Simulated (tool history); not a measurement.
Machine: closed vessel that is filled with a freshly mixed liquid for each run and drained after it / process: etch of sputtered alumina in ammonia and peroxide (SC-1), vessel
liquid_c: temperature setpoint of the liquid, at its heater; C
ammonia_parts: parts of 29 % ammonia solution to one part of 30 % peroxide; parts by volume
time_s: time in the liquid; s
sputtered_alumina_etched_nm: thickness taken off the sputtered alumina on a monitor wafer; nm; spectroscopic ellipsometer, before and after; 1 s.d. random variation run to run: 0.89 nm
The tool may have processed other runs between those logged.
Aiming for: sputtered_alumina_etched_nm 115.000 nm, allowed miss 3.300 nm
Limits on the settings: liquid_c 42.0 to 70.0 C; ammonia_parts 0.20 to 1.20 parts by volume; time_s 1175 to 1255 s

{"run": 1, "hour": 0.0, "liquid_c": 58.0, "ammonia_parts": 0.7, "time_s": 1175, "sputtered_alumina_etched_nm": 67.975}
{"run": 2, "hour": 3.2, "liquid_c": 59.0, "ammonia_parts": 0.7, "time_s": 1175, "sputtered_alumina_etched_nm": 71.009}
{"run": 3, "hour": 4.2, "liquid_c": 59.0, "ammonia_parts": 0.7, "time_s": 1255, "sputtered_alumina_etched_nm": 77.53}
{"run": 4, "hour": 7.0, "liquid_c": 59.0, "ammonia_parts": 0.85, "time_s": 1255, "sputtered_alumina_etched_nm": 78.916}
{"run": 5, "hour": 10.9, "liquid_c": 59.0, "ammonia_parts": 0.95, "time_s": 1255, "sputtered_alumina_etched_nm": 78.633}
{"run": 6, "hour": 17.2, "liquid_c": 60.0, "ammonia_parts": 0.95, "time_s": 1255, "sputtered_alumina_etched_nm": 83.951}
{"run": 7, "hour": 22.6, "liquid_c": 60.5, "ammonia_parts": 0.95, "time_s": 1255, "sputtered_alumina_etched_nm": 85.511}
{"run": 8, "hour": 26.6, "liquid_c": 61.0, "ammonia_parts": 0.95, "time_s": 1255, "sputtered_alumina_etched_nm": 87.993}
{"run": 9, "hour": 33.8, "liquid_c": 61.0, "ammonia_parts": 0.95, "time_s": 1255, "sputtered_alumina_etched_nm": 87.387}
{"run": 10, "hour": 41.1, "liquid_c": 61.0, "ammonia_parts": 0.95, "time_s": 1255, "sputtered_alumina_etched_nm": 86.474}
{"run": 11, "hour": 45.9, "liquid_c": 61.5, "ammonia_parts": 0.95, "time_s": 1255, "sputtered_alumina_etched_nm": 91.148}
{"run": 12, "hour": 48.4, "liquid_c": 62.0, "ammonia_parts": 0.95, "time_s": 1255, "sputtered_alumina_etched_nm": 93.002}
{"run": 13, "hour": 54.7, "liquid_c": 67.0, "ammonia_parts": 0.95, "time_s": 1255, "sputtered_alumina_etched_nm": 117.71}

Which of these 5 next moves meets every target?
{"run": "A", "hour": 61.0, "liquid_c": 67.5, "ammonia_parts": 1.2, "time_s": 1255, "sputtered_alumina_etched_nm": "?"}
{"run": "B", "hour": 61.0, "liquid_c": 68.0, "ammonia_parts": 0.8, "time_s": 1190, "sputtered_alumina_etched_nm": "?"}
{"run": "C", "hour": 61.0, "liquid_c": 67.5, "ammonia_parts": 1.05, "time_s": 1255, "sputtered_alumina_etched_nm": "?"}
{"run": "D", "hour": 61.0, "liquid_c": 69.5, "ammonia_parts": 0.65, "time_s": 1210, "sputtered_alumina_etched_nm": "?"}
{"run": "E", "hour": 61.0, "liquid_c": 68.5, "ammonia_parts": 0.95, "time_s": 1190, "sputtered_alumina_etched_nm": "?"}

move=A sputtered_alumina_etched_nm=123.920
move=B sputtered_alumina_etched_nm=115.880
move=C sputtered_alumina_etched_nm=122.370
move=D sputtered_alumina_etched_nm=124.250
move=E sputtered_alumina_etched_nm=120.670
A: lands further from the targets than the last run did
B: all results land within tolerance of their targets
C: lands further from the targets than the last run did
D: lands further from the targets than the last run did
E: lands further from the targets than the last run did
Go with B: it meets all targets.

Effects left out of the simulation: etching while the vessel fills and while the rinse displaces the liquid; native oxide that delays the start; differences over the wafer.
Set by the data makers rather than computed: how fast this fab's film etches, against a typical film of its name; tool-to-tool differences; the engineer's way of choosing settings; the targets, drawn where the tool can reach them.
